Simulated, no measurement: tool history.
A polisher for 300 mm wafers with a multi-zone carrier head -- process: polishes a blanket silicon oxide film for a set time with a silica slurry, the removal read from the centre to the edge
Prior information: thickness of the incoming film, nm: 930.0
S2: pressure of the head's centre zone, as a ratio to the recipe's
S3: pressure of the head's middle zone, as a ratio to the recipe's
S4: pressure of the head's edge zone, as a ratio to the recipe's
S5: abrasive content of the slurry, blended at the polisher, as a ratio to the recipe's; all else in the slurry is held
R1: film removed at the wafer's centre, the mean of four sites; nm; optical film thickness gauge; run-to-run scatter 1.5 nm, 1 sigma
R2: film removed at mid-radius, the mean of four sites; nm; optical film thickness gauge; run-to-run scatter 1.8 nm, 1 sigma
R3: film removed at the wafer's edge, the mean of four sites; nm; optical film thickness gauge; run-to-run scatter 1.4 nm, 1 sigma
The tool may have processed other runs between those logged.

Run 1, hour 0.0: flow of slurry (ml/min) 305, S2 1.00, S3 1.00, S4 1.00, S5 1.00, polishing time (s) 60. Result: R1 195.38 nm, R2 186.85 nm, R3 195.55 nm.
Run 2, hour 2.7: flow of slurry (ml/min) 305, S2 1.00, S3 1.00, S4 0.95, S5 1.00, polishing time (s) 60. Result: R1 193.31 nm, R2 185.67 nm, R3 189.34 nm.
Run 3, hour 11.0: flow of slurry (ml/min) 305, S2 1.00, S3 0.99, S4 0.94, S5 0.90, polishing time (s) 58. Result: R1 182.62 nm, R2 170.59 nm, R3 172.86 nm.
Run 4, hour 19.5: flow of slurry (ml/min) 255, S2 1.00, S3 0.99, S4 0.94, S5 0.90, polishing time (s) 58. Result: R1 176.69 nm, R2 164.54 nm, R3 171.79 nm.
Run 5, hour 27.5: flow of slurry (ml/min) 255, S2 1.00, S3 1.06, S4 0.94, S5 0.90, polishing time (s) 58. Result: R1 178.82 nm, R2 179.14 nm, R3 175.19 nm.
Run 6, hour 35.0: flow of slurry (ml/min) 255, S2 1.00, S3 1.02, S4 0.94, S5 0.90, polishing time (s) 58. Result: R1 179.73 nm, R2 169.00 nm, R3 170.94 nm.
Run 7, hour 36.4: flow of slurry (ml/min) 260, S2 0.98, S3 1.01, S4 0.93, S5 0.85, polishing time (s) 57. Result: R1 169.89 nm, R2 167.40 nm, R3 167.77 nm.
Run 8, hour 40.5: flow of slurry (ml/min) 260, S2 0.98, S3 1.00, S4 0.92, S5 0.80, polishing time (s) 55. Result: R1 160.52 nm, R2 154.28 nm, R3 151.92 nm.
Run 9, hour 44.7: flow of slurry (ml/min) 255, S2 0.96, S3 0.98, S4 0.92, S5 0.75, polishing time (s) 55. Result: R1 151.34 nm, R2 146.21 nm, R3 149.38 nm.

Run 10 comes next. What will it give?
Run 10, hour 46.1: flow of slurry (ml/min) 270, S2 0.99, S3 0.98, S4 0.87, S5 0.50, polishing time (s) 49. Result: R1 ?, R2 ?, R3 ?.

Logged for run 10: R1 115.49 nm, R2 111.89 nm, R3 110.81 nm.
